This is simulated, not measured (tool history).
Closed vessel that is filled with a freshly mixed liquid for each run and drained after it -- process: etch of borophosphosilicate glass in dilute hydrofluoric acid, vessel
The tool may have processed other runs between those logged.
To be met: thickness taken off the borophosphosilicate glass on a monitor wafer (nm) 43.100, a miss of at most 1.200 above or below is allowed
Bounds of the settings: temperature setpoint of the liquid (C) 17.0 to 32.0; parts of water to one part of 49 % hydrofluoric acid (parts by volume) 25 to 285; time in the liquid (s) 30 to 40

run  hour  temperature setpoint of the liquid (C)  parts of water to one part of 49 % hydrofluoric acid (parts by volume)  time in the liquid (s)  thickness taken off the borophosphosilicate glass on a monitor wafer (nm)
  1   0.0                                    24.0                                                                     155                      40                                                                     14.891
  2   6.9                                    26.0                                                                     125                      40                                                                     20.856
  3  15.7                                    27.5                                                                     110                      40                                                                     25.547
  4  20.7                                    29.0                                                                     100                      40                                                                     30.171
  5  24.3                                    29.0                                                                      60                      40                                                                     52.559
  6  29.0                                    29.0                                                                      60                      30                                                                     40.012
  7  32.7                                    29.5                                                                      60                      30                                                                     40.409
  8  35.9                                    29.5                                                                      60                      30                                                                     40.083
  9  38.8                                    30.0                                                                      60                      30                                                                     40.851
 10  40.2                                    30.5                                                                      55                      30                                                                     46.138
 11  45.3                                    30.0                                                                      55                      30                                                                     45.401
 12  54.0                                    29.5                                                                      55                      30                                                                     44.486

Below are 4 possible settings for the next run. Only one of them brings all results inside the allowed miss of their targets. Which is it?
  A  62.7                                    28.0                                                                      50                      30                                                                          ?
  B  62.7                                    31.0                                                                      55                      30                                                                          ?
  C  62.7                                    31.0                                                                      65                      30                                                                          ?
  D  62.7                                    30.0                                                                      75                      40                                                                          ?

move  thickness taken off the borophosphosilicate glass on a monitor wafer (nm)
   A                                                                     46.933
   B                                                                     47.644
   C                                                                     39.695
   D                                                                     43.485
A: its largest miss is bigger than the last run's
B: its largest miss is bigger than the last run's
C: the result that was furthest off in the last run now lies on the other side of its target
D: hits every target within its allowed miss
So the answer is move D, the one that meets all the targets.
